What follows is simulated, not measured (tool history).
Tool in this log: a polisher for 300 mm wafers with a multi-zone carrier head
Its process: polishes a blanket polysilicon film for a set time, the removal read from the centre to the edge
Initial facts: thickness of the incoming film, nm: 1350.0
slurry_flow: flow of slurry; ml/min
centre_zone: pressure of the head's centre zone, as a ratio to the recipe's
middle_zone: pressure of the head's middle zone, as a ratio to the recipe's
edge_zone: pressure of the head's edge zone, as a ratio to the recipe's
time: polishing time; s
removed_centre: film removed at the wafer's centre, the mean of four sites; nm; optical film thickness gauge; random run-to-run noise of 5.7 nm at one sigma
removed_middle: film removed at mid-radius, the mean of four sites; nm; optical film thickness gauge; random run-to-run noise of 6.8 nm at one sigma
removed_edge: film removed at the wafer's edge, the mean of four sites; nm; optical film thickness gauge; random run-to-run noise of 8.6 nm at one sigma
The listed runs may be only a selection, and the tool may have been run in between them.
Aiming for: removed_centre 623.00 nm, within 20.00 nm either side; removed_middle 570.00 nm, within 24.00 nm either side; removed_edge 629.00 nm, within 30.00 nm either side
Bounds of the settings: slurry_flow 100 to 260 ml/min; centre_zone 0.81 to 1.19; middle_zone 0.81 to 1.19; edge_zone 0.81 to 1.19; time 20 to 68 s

Run 1, hour 0.0: slurry_flow 165 ml/min, centre_zone 1.00, middle_zone 1.00, edge_zone 1.00, time 44 s. Result: removed_centre 462.92 nm, removed_middle 462.65 nm, removed_edge 455.34 nm.
Run 2, hour 6.1: slurry_flow 165 ml/min, centre_zone 1.00, middle_zone 1.00, edge_zone 1.08, time 44 s. Result: removed_centre 467.00 nm, removed_middle 455.76 nm, removed_edge 494.16 nm.
Run 3, hour 13.7: slurry_flow 175 ml/min, centre_zone 1.02, middle_zone 1.02, edge_zone 1.10, time 45 s. Result: removed_centre 496.24 nm, removed_middle 486.79 nm, removed_edge 509.86 nm.
Run 4, hour 15.3: slurry_flow 175 ml/min, centre_zone 1.02, middle_zone 1.02, edge_zone 1.05, time 45 s. Result: removed_centre 489.39 nm, removed_middle 477.06 nm, removed_edge 478.35 nm.
Run 5, hour 23.8: slurry_flow 175 ml/min, centre_zone 1.03, middle_zone 1.02, edge_zone 1.07, time 47 s. Result: removed_centre 512.01 nm, removed_middle 510.08 nm, removed_edge 522.46 nm.
Run 6, hour 31.8: slurry_flow 175 ml/min, centre_zone 1.11, middle_zone 1.02, edge_zone 1.07, time 47 s. Result: removed_centre 563.33 nm, removed_middle 501.81 nm, removed_edge 510.64 nm.
Run 7, hour 35.0: slurry_flow 180 ml/min, centre_zone 1.11, middle_zone 1.02, edge_zone 1.09, time 48 s. Result: removed_centre 575.66 nm, removed_middle 512.72 nm, removed_edge 529.02 nm.
Run 8, hour 42.0: slurry_flow 185 ml/min, centre_zone 1.11, middle_zone 1.02, edge_zone 1.11, time 49 s. Result: removed_centre 593.60 nm, removed_middle 528.74 nm, removed_edge 547.98 nm.
Run 9, hour 48.8: slurry_flow 185 ml/min, centre_zone 1.10, middle_zone 1.02, edge_zone 1.12, time 50 s. Result: removed_centre 599.63 nm, removed_middle 543.23 nm, removed_edge 568.74 nm.

Which of these 5 next moves meets every target?
Run A, hour 55.6: slurry_flow 180 ml/min, centre_zone 1.15, middle_zone 0.95, edge_zone 1.09, time 49 s. Result: removed_centre ?, removed_middle ?, removed_edge ?.
Run B, hour 55.6: slurry_flow 175 ml/min, centre_zone 1.11, middle_zone 1.03, edge_zone 1.02, time 50 s. Result: removed_centre ?, removed_middle ?, removed_edge ?.
Run C, hour 55.6: slurry_flow 190 ml/min, centre_zone 1.05, middle_zone 1.12, edge_zone 1.07, time 50 s. Result: removed_centre ?, removed_middle ?, removed_edge ?.
Run D, hour 55.6: slurry_flow 180 ml/min, centre_zone 1.06, middle_zone 0.97, edge_zone 1.16, time 55 s. Result: removed_centre ?, removed_middle ?, removed_edge ?.
Run E, hour 55.6: slurry_flow 155 ml/min, centre_zone 0.93, middle_zone 0.82, edge_zone 1.19, time 61 s. Result: removed_centre ?, removed_middle ?, removed_edge ?.

move  removed_centre  removed_middle  removed_edge
   A          617.23          514.69        544.68
   B          604.60          545.76        535.47
   C          581.02          579.95        553.60
   D          638.28          584.29        631.04
   E          600.60          578.77        695.56
A: lands further from the targets than the last run did
B: lands further from the targets than the last run did
C: lands further from the targets than the last run did
D: all results in spec
E: moves the result that the last run missed by most past its target, out the other side
The move that meets every target is D.

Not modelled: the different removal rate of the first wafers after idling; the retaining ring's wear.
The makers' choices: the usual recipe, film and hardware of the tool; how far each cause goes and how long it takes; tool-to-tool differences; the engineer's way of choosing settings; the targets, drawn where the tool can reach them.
